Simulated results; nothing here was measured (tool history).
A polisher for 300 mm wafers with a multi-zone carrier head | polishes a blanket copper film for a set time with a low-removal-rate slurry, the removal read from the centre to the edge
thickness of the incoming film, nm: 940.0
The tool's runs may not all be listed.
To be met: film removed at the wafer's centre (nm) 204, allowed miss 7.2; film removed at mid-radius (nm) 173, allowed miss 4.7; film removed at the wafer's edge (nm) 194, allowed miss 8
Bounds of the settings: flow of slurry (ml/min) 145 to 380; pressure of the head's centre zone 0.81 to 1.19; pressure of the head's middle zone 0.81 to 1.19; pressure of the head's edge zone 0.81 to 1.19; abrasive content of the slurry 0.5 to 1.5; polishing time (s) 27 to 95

| run | hour | flow of slurry (ml/min) | pressure of the head's centre zone | pressure of the head's middle zone | pressure of the head's edge zone | abrasive content of the slurry | polishing time (s) | film removed at the wafer's centre (nm) | film removed at mid-radius (nm) | film removed at the wafer's edge (nm) |
|---|---|---|---|---|---|---|---|---|---|---|
| 1 | 0 | 245 | 1 | 1 | 1 | 1 | 61 | 157.52 | 156.73 | 161.3 |
| 2 | 8 | 245 | 1 | 1 | 1 | 1 | 54 | 136.84 | 138.53 | 141.14 |
| 3 | 12.6 | 195 | 1 | 1 | 1 | 1 | 54 | 133.43 | 136.21 | 141.17 |
| 4 | 20.3 | 195 | 1.04 | 1 | 1.03 | 1.15 | 56 | 147.43 | 143.45 | 148.04 |
| 5 | 22.3 | 195 | 1.04 | 1.08 | 1.03 | 1.15 | 56 | 144.9 | 152.14 | 148.32 |
| 6 | 24.5 | 195 | 1.04 | 1.08 | 1.03 | 1 | 56 | 142.65 | 146.68 | 144.91 |
| 7 | 26 | 195 | 1.04 | 1.08 | 1.03 | 1 | 56 | 141.24 | 149.22 | 146.44 |
| 8 | 29.9 | 200 | 1.06 | 1.05 | 1.06 | 1.1 | 59 | 156.95 | 155.72 | 159.93 |
| 9 | 35.8 | 260 | 1.16 | 1.03 | 1.16 | 1.35 | 61 | 192.09 | 173.61 | 182.18 |
| 10 | 44.6 | 260 | 1.16 | 1.01 | 1.17 | 1.4 | 61 | 197.17 | 172.14 | 187.87 |
| 11 | 49.8 | 260 | 1.16 | 1.01 | 1.18 | 1.4 | 61 | 195.01 | 174.3 | 187.14 |

Which of these 4 next moves meets every target?
| A | 55 | 270 | 1.15 | 1 | 1.16 | 1.25 | 62 | ? | ? | ? |
| B | 55 | 215 | 1.16 | 1.06 | 1.16 | 1.45 | 62 | ? | ? | ? |
| C | 55 | 240 | 1.19 | 0.99 | 1.19 | 1.45 | 63 | ? | ? | ? |
| D | 55 | 195 | 1 | 0.93 | 1.19 | 1.5 | 66 | ? | ? | ? |

| move | film removed at the wafer's centre (nm) | film removed at mid-radius (nm) | film removed at the wafer's edge (nm) |
|---|---|---|---|
| A | 191.87 | 169.22 | 185.04 |
| B | 193.11 | 177.13 | 186.53 |
| C | 204.47 | 173.53 | 194.53 |
| D | 176.86 | 169.43 | 200.65 |
A: further off than the last run
B: further off than the last run
C: meets every target
D: further off than the last run
The right move is C.
